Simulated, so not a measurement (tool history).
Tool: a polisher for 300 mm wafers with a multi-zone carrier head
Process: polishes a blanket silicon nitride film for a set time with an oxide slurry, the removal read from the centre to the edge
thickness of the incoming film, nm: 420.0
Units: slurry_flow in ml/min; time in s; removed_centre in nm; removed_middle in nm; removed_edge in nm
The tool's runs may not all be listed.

run	hour	slurry_flow	centre_zone	middle_zone	edge_zone	slurry_solids	time	removed_centre	removed_middle	removed_edge
1	0	245	1	1	1	1	71	29.429	30.293	30.121
2	6.1	245	1	0.95	1	1	71	31.18	29.34	29.849
3	6.8	240	0.98	0.95	0.98	0.95	71	29.435	28.523	28.822
4	10.4	240	1.05	0.95	0.98	0.95	71	31.294	28.617	28.559
5	16.7	235	1.03	0.95	0.97	0.9	71	29.9	27.798	28.61
6	18.1	285	1.03	0.95	0.97	0.9	71	29.357	28.376	28.593

Forecast run 7:
7	24.1	285	1.03	0.96	0.95	0.85	71	?	?	?

Run 7 gave removed_centre 29.351 nm, removed_middle 28.096 nm, removed_edge 27.599 nm.

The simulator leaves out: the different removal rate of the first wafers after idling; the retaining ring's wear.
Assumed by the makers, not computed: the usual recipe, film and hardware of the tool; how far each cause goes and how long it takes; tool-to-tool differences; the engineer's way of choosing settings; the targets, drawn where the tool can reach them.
